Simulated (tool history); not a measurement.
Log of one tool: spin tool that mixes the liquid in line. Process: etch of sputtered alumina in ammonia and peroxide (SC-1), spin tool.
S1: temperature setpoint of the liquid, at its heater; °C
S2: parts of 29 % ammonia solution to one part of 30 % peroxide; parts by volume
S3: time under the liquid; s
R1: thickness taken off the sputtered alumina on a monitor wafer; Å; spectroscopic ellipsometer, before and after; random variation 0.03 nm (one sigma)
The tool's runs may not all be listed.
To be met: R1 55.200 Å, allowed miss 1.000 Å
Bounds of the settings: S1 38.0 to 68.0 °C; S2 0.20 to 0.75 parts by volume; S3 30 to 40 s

run 1 hour=0.0 | S1=52.0 S2=0.45 S3=40 | R1=38.885
run 2 hour=4.2 | S1=53.0 S2=0.45 S3=40 | R1=41.347
run 3 hour=7.4 | S1=53.0 S2=0.35 S3=40 | R1=40.479
run 4 hour=8.6 | S1=53.0 S2=0.45 S3=40 | R1=41.361
run 5 hour=16.1 | S1=53.0 S2=0.45 S3=40 | R1=40.889
run 6 hour=23.2 | S1=53.5 S2=0.45 S3=40 | R1=42.668
run 7 hour=26.2 | S1=54.0 S2=0.45 S3=40 | R1=43.387
run 8 hour=33.6 | S1=54.5 S2=0.45 S3=40 | R1=44.422
run 9 hour=35.2 | S1=55.0 S2=0.45 S3=40 | R1=45.812
run 10 hour=38.3 | S1=55.5 S2=0.45 S3=40 | R1=46.922
run 11 hour=43.5 | S1=59.0 S2=0.45 S3=40 | R1=56.794

Which of these 4 next moves meets every target?
run A hour=48.7 | S1=65.0 S2=0.55 S3=30 | R1=?
run B hour=48.7 | S1=60.0 S2=0.35 S3=40 | R1=?
run C hour=48.7 | S1=59.5 S2=0.60 S3=40 | R1=?
run D hour=48.7 | S1=61.0 S2=0.45 S3=35 | R1=?

move=A R1=58.404
move=B R1=57.976
move=C R1=59.456
move=D R1=54.675
A: further off than the last run
B: further off than the last run
C: further off than the last run
D: meets every target
The right move is D.
